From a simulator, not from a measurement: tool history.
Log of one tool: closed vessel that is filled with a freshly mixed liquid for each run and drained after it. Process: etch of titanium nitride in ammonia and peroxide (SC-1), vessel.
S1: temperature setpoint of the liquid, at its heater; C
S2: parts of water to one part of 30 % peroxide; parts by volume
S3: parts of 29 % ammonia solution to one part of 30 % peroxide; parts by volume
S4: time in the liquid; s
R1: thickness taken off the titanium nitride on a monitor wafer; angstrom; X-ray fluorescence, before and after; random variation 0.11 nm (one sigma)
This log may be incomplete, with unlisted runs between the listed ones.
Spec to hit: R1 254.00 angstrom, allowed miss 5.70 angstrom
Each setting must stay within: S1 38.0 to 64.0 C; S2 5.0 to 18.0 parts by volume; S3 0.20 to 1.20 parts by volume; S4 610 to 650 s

run    day    S1    S2    S3   S4      R1
  1  0.000  48.0  10.0  0.75  610  602.21
  2  0.208  48.0  10.0  0.75  650  644.04
  3  0.358  48.0  10.0  0.55  650  611.20
  4  0.746  45.0  11.0  0.55  650  466.91
  5  1.088  52.0  11.0  0.55  650  764.49
  6  1.417  48.0  11.5  0.55  650  569.14
  7  1.608  45.0  12.0  0.55  650  446.60
  8  1.892  43.0  12.5  0.55  650  378.06

5 next moves are on the table. One of them brings every result within its allowed miss. Which?
  A  2.175  38.0  13.0  0.60  610   ?
  B  2.175  39.0  14.5  0.50  610   ?
  C  2.175  38.5  14.0  0.75  610   ?
  D  2.175  39.5  11.5  0.35  610   ?
  E  2.175  39.5  18.0  0.80  610   ?

move      R1
   A  244.39
   B  240.39
   C  253.51
   D  265.01
   E  241.22
A: carries the result that was furthest off beyond its target, to the other side
B: carries the result that was furthest off beyond its target, to the other side
C: in spec on every target
D: moves toward the targets from the last run without getting all of them in spec
E: carries the result that was furthest off beyond its target, to the other side
Correct choice: C, which meets every target
